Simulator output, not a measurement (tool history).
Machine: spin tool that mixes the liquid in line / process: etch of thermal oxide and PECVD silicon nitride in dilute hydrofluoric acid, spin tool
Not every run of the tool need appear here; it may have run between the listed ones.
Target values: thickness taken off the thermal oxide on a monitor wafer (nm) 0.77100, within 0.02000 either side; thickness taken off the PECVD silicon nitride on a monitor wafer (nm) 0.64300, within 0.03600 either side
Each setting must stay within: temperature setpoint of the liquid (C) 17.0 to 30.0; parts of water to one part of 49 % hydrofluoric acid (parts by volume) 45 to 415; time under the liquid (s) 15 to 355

| run | day | temperature setpoint of the liquid (C) | parts of water to one part of 49 % hydrofluoric acid (parts by volume) | time under the liquid (s) | thickness taken off the thermal oxide on a monitor wafer (nm) | thickness taken off the PECVD silicon nitride on a monitor wafer (nm) |
|---|---|---|---|---|---|---|
| 1 | 0.000 | 22.0 | 230 | 180 | 2.89320 | 1.88000 |
| 2 | 0.350 | 22.0 | 260 | 170 | 2.35050 | 1.57350 |
| 3 | 0.717 | 22.0 | 225 | 170 | 2.80470 | 1.82120 |
| 4 | 0.792 | 22.5 | 255 | 160 | 2.30830 | 1.52480 |
| 5 | 0.942 | 23.0 | 280 | 150 | 1.95980 | 1.38990 |
| 6 | 0.967 | 23.0 | 305 | 145 | 1.70550 | 1.24420 |
| 7 | 1.125 | 23.0 | 325 | 140 | 1.52020 | 1.12460 |
| 8 | 1.238 | 23.0 | 340 | 130 | 1.32910 | 1.02470 |
| 9 | 1.542 | 22.5 | 355 | 125 | 1.17090 | 0.88714 |
| 10 | 1.796 | 22.5 | 365 | 120 | 1.11000 | 0.82925 |
| 11 | 1.983 | 22.5 | 365 | 120 | 1.09000 | 0.84391 |
| 12 | 2.017 | 22.5 | 375 | 115 | 1.00920 | 0.77511 |

Which single option among these 5 for the next run brings every result within its allowed miss of target? Just one does.
| A | 2.050 | 21.5 | 400 | 140 | ? | ? |
| B | 2.050 | 17.0 | 190 | 70 | ? | ? |
| C | 2.050 | 28.0 | 415 | 100 | ? | ? |
| D | 2.050 | 17.0 | 185 | 75 | ? | ? |
| E | 2.050 | 24.0 | 415 | 95 | ? | ? |

| move | thickness taken off the thermal oxide on a monitor wafer (nm) | thickness taken off the PECVD silicon nitride on a monitor wafer (nm) |
|---|---|---|
| A | 1.10530 | 0.83403 |
| B | 1.18600 | 0.63989 |
| C | 0.92663 | 0.84024 |
| D | 1.31120 | 0.70336 |
| E | 0.77546 | 0.63387 |
A: the biggest miss grows against the last run
B: the biggest miss grows against the last run
C: closer than the last run, but not yet in spec
D: the biggest miss grows against the last run
E: in spec on every target
Correct choice: E, which meets every target
